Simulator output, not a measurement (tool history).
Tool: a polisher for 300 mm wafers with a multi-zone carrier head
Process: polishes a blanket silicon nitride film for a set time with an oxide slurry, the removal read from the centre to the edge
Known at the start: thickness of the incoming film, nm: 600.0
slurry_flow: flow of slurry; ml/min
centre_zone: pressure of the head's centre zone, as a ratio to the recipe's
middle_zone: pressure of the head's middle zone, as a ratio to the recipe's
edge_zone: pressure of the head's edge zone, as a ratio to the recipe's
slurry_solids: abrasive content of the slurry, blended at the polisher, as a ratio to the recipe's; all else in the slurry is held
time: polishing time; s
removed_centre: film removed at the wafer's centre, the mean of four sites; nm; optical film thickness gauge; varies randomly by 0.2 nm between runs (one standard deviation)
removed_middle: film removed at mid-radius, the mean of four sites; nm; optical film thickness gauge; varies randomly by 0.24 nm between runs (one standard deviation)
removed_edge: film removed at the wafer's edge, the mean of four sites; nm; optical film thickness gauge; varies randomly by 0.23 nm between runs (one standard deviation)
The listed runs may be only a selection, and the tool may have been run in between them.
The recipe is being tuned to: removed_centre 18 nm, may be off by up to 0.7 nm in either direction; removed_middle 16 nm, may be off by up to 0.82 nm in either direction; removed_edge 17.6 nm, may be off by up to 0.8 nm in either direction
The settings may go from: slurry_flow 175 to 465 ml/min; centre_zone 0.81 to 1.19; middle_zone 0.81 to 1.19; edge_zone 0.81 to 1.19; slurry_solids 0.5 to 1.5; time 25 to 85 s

run	hour	slurry_flow	centre_zone	middle_zone	edge_zone	slurry_solids	time	removed_centre	removed_middle	removed_edge
1	0	295	1	1	1	1	55	36.186	35.819	35.151
2	8	290	0.99	0.95	0.98	0.85	47	28.7	26.281	28.176
3	16.2	290	0.99	0.92	0.98	0.85	47	28.064	25.263	28.281
4	18.9	290	0.99	0.92	0.94	0.85	47	28.405	25.202	26.859
5	20.6	285	0.95	0.9	0.91	0.75	44	23.725	21.705	23.16
6	21.9	285	0.95	0.9	0.91	0.75	53	28.223	26.33	28.546
7	28.4	275	0.91	0.83	0.87	0.5	38	13.67	12.836	14.397
8	30.8	290	0.95	0.86	0.91	0.5	38	14.586	12.87	14.631
9	38	290	0.96	0.9	0.94	0.55	38	15.771	14.818	16.344
10	41.2	290	0.98	0.91	0.95	0.55	38	16.38	15.063	15.983
11	43.7	290	0.99	0.91	0.97	0.55	38	16.206	15.11	16.151

Exactly one of the 5 candidate moves below puts every result within its allowed miss. Which one?
A	46.2	335	0.95	0.94	0.85	0.7	32	?	?	?
B	46.2	315	1.02	0.81	0.96	0.75	32	?	?	?
C	46.2	185	1.03	0.91	0.96	0.6	40	?	?	?
D	46.2	190	0.97	1.18	0.87	0.5	44	?	?	?
E	46.2	275	1.04	0.86	0.91	0.7	31	?	?	?

move	removed_centre	removed_middle	removed_edge
A	16.463	16.207	16.221
B	18.308	14.943	17.682
C	18.009	16.159	17.682
D	16.074	18.967	16.014
E	16.938	14.278	15.838
A: nearer than the last run, and not there yet
B: gets the furthest-off result to its target, but another result is out of tolerance
C: all results in spec
D: moves away from the targets compared with the last run
E: nearer than the last run, and not there yet
So the answer is move C, the one that meets all the targets.

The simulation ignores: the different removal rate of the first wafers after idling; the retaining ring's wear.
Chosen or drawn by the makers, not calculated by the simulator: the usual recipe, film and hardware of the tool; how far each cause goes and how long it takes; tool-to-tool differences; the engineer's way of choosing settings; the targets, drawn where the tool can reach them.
